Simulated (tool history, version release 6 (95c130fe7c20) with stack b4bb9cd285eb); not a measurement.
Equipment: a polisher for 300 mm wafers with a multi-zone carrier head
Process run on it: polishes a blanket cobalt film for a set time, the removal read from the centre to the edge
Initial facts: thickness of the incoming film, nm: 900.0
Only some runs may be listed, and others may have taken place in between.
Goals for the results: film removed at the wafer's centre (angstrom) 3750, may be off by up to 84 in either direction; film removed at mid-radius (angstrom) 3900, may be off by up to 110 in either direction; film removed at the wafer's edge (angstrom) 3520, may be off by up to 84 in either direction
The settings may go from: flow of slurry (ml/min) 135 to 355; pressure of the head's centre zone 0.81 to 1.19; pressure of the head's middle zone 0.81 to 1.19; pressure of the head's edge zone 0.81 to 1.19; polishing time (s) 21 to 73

run	hour	flow of slurry (ml/min)	pressure of the head's centre zone	pressure of the head's middle zone	pressure of the head's edge zone	polishing time (s)	film removed at the wafer's centre (angstrom)	film removed at mid-radius (angstrom)	film removed at the wafer's edge (angstrom)
1	0	225	1	1	1	47	2497.4	2489	2432.7
2	7.9	270	1	1	1	47	2555.6	2561.6	2459.1
3	15.8	245	1	1	1	47	2508.9	2527.5	2454.1
4	23.7	245	0.93	1	1	47	2426.2	2530.6	2423
5	28.2	300	0.93	1	1	47	2489.8	2587	2466.2
6	34.2	300	1.01	1	1	47	2608.4	2586.1	2494.7
7	39.8	305	1.03	1.02	1.02	49	2760.3	2729.6	2601
8	47.4	305	1.04	1.04	1.03	51	2886.6	2906.7	2761.2
9	54.4	310	1.06	1.06	1.04	52	2956.2	2965.2	2814.2
10	60.3	335	1.12	1.16	1.07	64	3856	4028.8	3548.5
11	61.1	330	1.12	1.16	1.07	64	3836.1	4019.4	3522.4
12	68.9	325	1.12	1.16	1.07	64	3778.9	4022.8	3534.6

Of the 4 settings listed for the next run, only one would bring every result within its allowed miss of target. Which one?
A	76.7	290	1.08	1.19	1.13	63	?	?	?
B	76.7	300	1.19	1.19	1.04	61	?	?	?
C	76.7	325	1.12	1.15	1.1	66	?	?	?
D	76.7	310	1.1	1.12	1.07	64	?	?	?

move	film removed at the wafer's centre (angstrom)	film removed at mid-radius (angstrom)	film removed at the wafer's edge (angstrom)
A	3652.7	4009.4	3537.3
B	3763.5	3894.4	3297.4
C	3956.5	4126.1	3689.1
D	3776.6	3897.2	3518.9
A: gets the furthest-off result to its target, but another result is out of tolerance
B: gets the furthest-off result to its target, but another result is out of tolerance
C: further off than the last run
D: hits every target within its allowed miss
The move that meets every target is D.

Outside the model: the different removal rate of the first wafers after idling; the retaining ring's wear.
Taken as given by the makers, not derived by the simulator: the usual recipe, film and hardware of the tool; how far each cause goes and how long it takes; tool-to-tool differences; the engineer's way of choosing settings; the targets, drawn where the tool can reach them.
